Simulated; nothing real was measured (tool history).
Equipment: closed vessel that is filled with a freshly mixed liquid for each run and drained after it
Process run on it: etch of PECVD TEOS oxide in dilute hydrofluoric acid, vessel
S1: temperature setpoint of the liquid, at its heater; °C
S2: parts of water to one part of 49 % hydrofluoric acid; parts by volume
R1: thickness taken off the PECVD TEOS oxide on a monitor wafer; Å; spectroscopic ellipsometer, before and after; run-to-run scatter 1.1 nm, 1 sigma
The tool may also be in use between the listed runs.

Run 1, hour 0: S1 25 °C, S2 150 parts by volume, time in the liquid (s) 575. Result: R1 552.83 Å.
Run 2, hour 3.6: S1 25 °C, S2 150 parts by volume, time in the liquid (s) 575. Result: R1 550.19 Å.
Run 3, hour 11.4: S1 27 °C, S2 150 parts by volume, time in the liquid (s) 575. Result: R1 597.99 Å.
Run 4, hour 14.3: S1 28.5 °C, S2 150 parts by volume, time in the liquid (s) 575. Result: R1 623.88 Å.
Run 5, hour 18.9: S1 28.5 °C, S2 150 parts by volume, time in the liquid (s) 575. Result: R1 622.11 Å.
Run 6, hour 23: S1 29.5 °C, S2 135 parts by volume, time in the liquid (s) 575. Result: R1 734.63 Å.
Run 7, hour 26.2: S1 30.5 °C, S2 125 parts by volume, time in the liquid (s) 575. Result: R1 838.77 Å.
Run 8, hour 30.9: S1 33 °C, S2 95 parts by volume, time in the liquid (s) 575. Result: R1 1252.3 Å.
Run 9, hour 36.5: S1 32.5 °C, S2 95 parts by volume, time in the liquid (s) 575. Result: R1 1232.4 Å.

Forecast run 10:
Run 10, hour 41.7: S1 32 °C, S2 95 parts by volume, time in the liquid (s) 575. Result: R1 ?.

{"run 10": {"R1": 1213}}
